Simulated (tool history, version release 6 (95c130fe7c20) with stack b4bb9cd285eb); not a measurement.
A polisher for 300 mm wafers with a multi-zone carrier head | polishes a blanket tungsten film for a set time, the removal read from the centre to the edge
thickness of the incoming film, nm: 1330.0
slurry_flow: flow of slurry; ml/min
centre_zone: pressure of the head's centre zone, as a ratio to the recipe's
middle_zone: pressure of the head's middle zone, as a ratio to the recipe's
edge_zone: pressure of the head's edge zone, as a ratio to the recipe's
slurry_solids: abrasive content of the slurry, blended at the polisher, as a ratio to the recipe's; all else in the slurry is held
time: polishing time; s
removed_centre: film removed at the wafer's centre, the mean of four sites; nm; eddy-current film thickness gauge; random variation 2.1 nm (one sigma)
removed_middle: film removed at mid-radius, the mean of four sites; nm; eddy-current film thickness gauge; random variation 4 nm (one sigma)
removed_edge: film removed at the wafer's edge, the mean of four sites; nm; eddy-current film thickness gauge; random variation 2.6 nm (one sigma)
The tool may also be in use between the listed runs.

run	hour	slurry_flow	centre_zone	middle_zone	edge_zone	slurry_solids	time	removed_centre	removed_middle	removed_edge
1	0	295	1	1	1	1	73	495.63	479.9	463.05
2	6.9	295	0.99	0.99	0.98	0.95	72	486.2	468.71	455.57
3	9.4	295	0.98	0.99	0.97	0.9	70	457.89	440.88	440.04
4	15.7	295	0.98	1	0.96	0.85	68	446.94	421.25	416.84
5	17	295	0.98	1	0.96	0.65	68	423.02	407.4	394.66
6	21.9	295	0.98	1	0.96	0.8	68	438.12	419.46	410.72
7	23.7	290	0.97	1	0.95	0.75	67	428.56	409.41	404.01
8	28.1	290	0.96	1	0.95	0.75	66	414.67	415.91	394.88
9	37.1	290	0.95	0.99	0.94	0.7	65	400.91	389.54	377.7

Run 10 comes next. What will it give?
10	44.1	285	0.94	0.98	0.93	0.7	65	?	?	?

Run 10 gave removed_centre 399.6 nm, removed_middle 386.71 nm, removed_edge 376.16 nm.
